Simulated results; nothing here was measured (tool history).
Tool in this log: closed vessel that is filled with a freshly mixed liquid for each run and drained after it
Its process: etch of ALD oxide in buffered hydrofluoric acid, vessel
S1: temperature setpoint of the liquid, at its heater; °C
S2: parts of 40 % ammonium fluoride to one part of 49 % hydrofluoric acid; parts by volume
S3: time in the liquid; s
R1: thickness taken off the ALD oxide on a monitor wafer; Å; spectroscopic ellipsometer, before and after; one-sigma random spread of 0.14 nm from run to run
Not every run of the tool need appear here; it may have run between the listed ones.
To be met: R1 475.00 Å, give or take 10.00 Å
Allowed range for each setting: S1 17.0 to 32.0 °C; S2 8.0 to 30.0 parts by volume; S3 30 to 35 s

Run 1, day 0.000: S1 24.0 °C, S2 22.5 parts by volume, S3 35 s. Result: R1 427.55 Å.
Run 2, day 0.179: S1 24.0 °C, S2 25.5 parts by volume, S3 35 s. Result: R1 392.23 Å.
Run 3, day 0.533: S1 20.5 °C, S2 25.5 parts by volume, S3 35 s. Result: R1 324.03 Å.
Run 4, day 0.817: S1 22.5 °C, S2 25.5 parts by volume, S3 35 s. Result: R1 363.94 Å.
Run 5, day 1.171: S1 23.5 °C, S2 25.5 parts by volume, S3 35 s. Result: R1 381.38 Å.
Run 6, day 1.442: S1 23.5 °C, S2 25.5 parts by volume, S3 35 s. Result: R1 382.66 Å.
Run 7, day 1.533: S1 24.5 °C, S2 25.5 parts by volume, S3 35 s. Result: R1 406.22 Å.
Run 8, day 1.692: S1 25.0 °C, S2 25.5 parts by volume, S3 35 s. Result: R1 414.33 Å.

Pick the move, out of 5, that brings all results within their allowed miss; only one does.
Run A, day 1.850: S1 22.5 °C, S2 21.5 parts by volume, S3 30 s. Result: R1 ?.
Run B, day 1.850: S1 27.5 °C, S2 30.0 parts by volume, S3 30 s. Result: R1 ?.
Run C, day 1.850: S1 25.0 °C, S2 21.0 parts by volume, S3 35 s. Result: R1 ?.
Run D, day 1.850: S1 23.5 °C, S2 27.5 parts by volume, S3 35 s. Result: R1 ?.
Run E, day 1.850: S1 30.0 °C, S2 29.0 parts by volume, S3 35 s. Result: R1 ?.

move      R1
   A  349.89
   B  365.64
   C  475.86
   D  364.08
   E  499.14
A: moves away from the targets compared with the last run
B: moves away from the targets compared with the last run
C: each result inside its tolerance
D: moves away from the targets compared with the last run
E: moves the result that the last run missed by most past its target, out the other side
C meets every target.
